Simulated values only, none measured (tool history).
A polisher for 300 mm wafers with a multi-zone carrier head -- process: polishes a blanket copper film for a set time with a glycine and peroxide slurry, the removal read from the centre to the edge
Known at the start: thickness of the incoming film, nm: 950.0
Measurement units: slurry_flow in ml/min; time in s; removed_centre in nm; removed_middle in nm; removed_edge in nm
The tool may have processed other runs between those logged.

run 1 hour=0 | slurry_flow=235 centre_zone=1 middle_zone=1 edge_zone=1 time=51 | removed_centre=367.1 removed_middle=358.08 removed_edge=371.79
run 2 hour=3.4 | slurry_flow=235 centre_zone=0.95 middle_zone=1 edge_zone=1 time=51 | removed_centre=351.52 removed_middle=369.98 removed_edge=369.65
run 3 hour=7.4 | slurry_flow=235 centre_zone=1.04 middle_zone=1 edge_zone=1 time=51 | removed_centre=386 removed_middle=370.99 removed_edge=375.66
run 4 hour=9.6 | slurry_flow=235 centre_zone=1.04 middle_zone=1 edge_zone=1.04 time=51 | removed_centre=380.22 removed_middle=376.81 removed_edge=381.28
run 5 hour=12.1 | slurry_flow=235 centre_zone=1.04 middle_zone=1 edge_zone=1.04 time=41 | removed_centre=311.16 removed_middle=285.46 removed_edge=305
run 6 hour=17.1 | slurry_flow=245 centre_zone=1.07 middle_zone=0.95 edge_zone=1.08 time=46 | removed_centre=356.71 removed_middle=319.31 removed_edge=352.17
run 7 hour=19 | slurry_flow=255 centre_zone=1.09 middle_zone=0.91 edge_zone=1.11 time=49 | removed_centre=391.97 removed_middle=326.43 removed_edge=377.41
run 8 hour=24.5 | slurry_flow=240 centre_zone=1.06 middle_zone=0.86 edge_zone=1.19 time=63 | removed_centre=487.91 removed_middle=395.47 removed_edge=500.51

Run 9, settings as shown, results not yet in. Your forecast:
run 9 hour=27.3 | slurry_flow=245 centre_zone=1.06 middle_zone=0.86 edge_zone=1.19 time=63 | removed_centre=? removed_middle=? removed_edge=?

{"run 9": {"removed_centre": 488.72, "removed_middle": 406.79, "removed_edge": 504.34}}
